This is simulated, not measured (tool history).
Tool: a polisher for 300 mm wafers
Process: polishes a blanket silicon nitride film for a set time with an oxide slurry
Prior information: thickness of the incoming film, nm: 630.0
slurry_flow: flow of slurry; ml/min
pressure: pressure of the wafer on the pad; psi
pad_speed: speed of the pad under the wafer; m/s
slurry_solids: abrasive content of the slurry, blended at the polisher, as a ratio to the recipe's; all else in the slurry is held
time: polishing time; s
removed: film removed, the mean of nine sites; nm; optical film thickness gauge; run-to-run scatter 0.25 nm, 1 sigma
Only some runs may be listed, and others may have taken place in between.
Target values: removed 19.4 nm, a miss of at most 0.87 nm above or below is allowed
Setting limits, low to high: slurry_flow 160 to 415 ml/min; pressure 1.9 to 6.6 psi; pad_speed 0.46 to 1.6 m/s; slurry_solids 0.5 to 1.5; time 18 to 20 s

Run 1, hour 0: slurry_flow 265 ml/min, pressure 4.2 psi, pad_speed 1.02 m/s, slurry_solids 1, time 20 s. Result: removed 13.102 nm.
Run 2, hour 4.8: slurry_flow 265 ml/min, pressure 4.2 psi, pad_speed 0.9 m/s, slurry_solids 1, time 20 s. Result: removed 12.262 nm.
Run 3, hour 11.2: slurry_flow 265 ml/min, pressure 4.6 psi, pad_speed 0.92 m/s, slurry_solids 1, time 20 s. Result: removed 13.189 nm.
Run 4, hour 13.5: slurry_flow 265 ml/min, pressure 4.6 psi, pad_speed 0.92 m/s, slurry_solids 1, time 20 s. Result: removed 13.275 nm.
Run 5, hour 18.6: slurry_flow 265 ml/min, pressure 4.6 psi, pad_speed 0.92 m/s, slurry_solids 1, time 20 s. Result: removed 13.151 nm.
Run 6, hour 26.5: slurry_flow 265 ml/min, pressure 5 psi, pad_speed 0.94 m/s, slurry_solids 1, time 20 s. Result: removed 14.309 nm.
Run 7, hour 34.2: slurry_flow 265 ml/min, pressure 6.2 psi, pad_speed 0.98 m/s, slurry_solids 1, time 20 s. Result: removed 17.081 nm.
Run 8, hour 40.8: slurry_flow 265 ml/min, pressure 6.3 psi, pad_speed 1 m/s, slurry_solids 1, time 20 s. Result: removed 17.895 nm.
Run 9, hour 46.7: slurry_flow 265 ml/min, pressure 6.4 psi, pad_speed 1.02 m/s, slurry_solids 1, time 20 s. Result: removed 18.1 nm.

4 next moves are on the table. One of them brings every result within its allowed miss. Which?
Run A, hour 52.6: slurry_flow 245 ml/min, pressure 6.2 psi, pad_speed 1.14 m/s, slurry_solids 1.05, time 18 s. Result: removed ?.
Run B, hour 52.6: slurry_flow 270 ml/min, pressure 6.6 psi, pad_speed 0.96 m/s, slurry_solids 1.05, time 18 s. Result: removed ?.
Run C, hour 52.6: slurry_flow 235 ml/min, pressure 6.1 psi, pad_speed 1.2 m/s, slurry_solids 0.85, time 18 s. Result: removed ?.
Run D, hour 52.6: slurry_flow 315 ml/min, pressure 6.6 psi, pad_speed 0.94 m/s, slurry_solids 1.2, time 20 s. Result: removed ?.

move  removed
   A   17.974
   B   16.626
   C   16.636
   D   19.542
A: misses by more than the last run did
B: misses by more than the last run did
C: misses by more than the last run did
D: each result inside its tolerance
The right move is D.
